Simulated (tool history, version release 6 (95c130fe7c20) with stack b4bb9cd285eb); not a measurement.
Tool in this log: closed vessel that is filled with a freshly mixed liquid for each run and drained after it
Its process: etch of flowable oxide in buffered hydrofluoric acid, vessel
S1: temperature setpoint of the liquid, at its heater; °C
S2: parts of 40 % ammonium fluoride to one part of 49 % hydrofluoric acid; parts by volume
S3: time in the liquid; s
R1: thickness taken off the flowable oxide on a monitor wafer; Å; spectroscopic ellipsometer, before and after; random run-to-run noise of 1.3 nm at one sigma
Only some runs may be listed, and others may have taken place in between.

run,hour,S1,S2,S3,R1
1,0.0,25.0,11.5,95,2897.5
2,2.4,25.0,11.5,100,3075.0
3,8.7,27.0,11.5,100,3388.0
4,10.1,28.5,11.5,100,3673.1
5,13.9,27.0,11.5,100,3384.2
6,22.0,27.0,11.5,100,3390.8
7,26.5,25.5,11.5,100,3119.0
8,31.3,24.5,11.5,100,2970.6

What will run 9 give?
9,40.2,23.5,11.5,100,?

R1: 2831.7 Å

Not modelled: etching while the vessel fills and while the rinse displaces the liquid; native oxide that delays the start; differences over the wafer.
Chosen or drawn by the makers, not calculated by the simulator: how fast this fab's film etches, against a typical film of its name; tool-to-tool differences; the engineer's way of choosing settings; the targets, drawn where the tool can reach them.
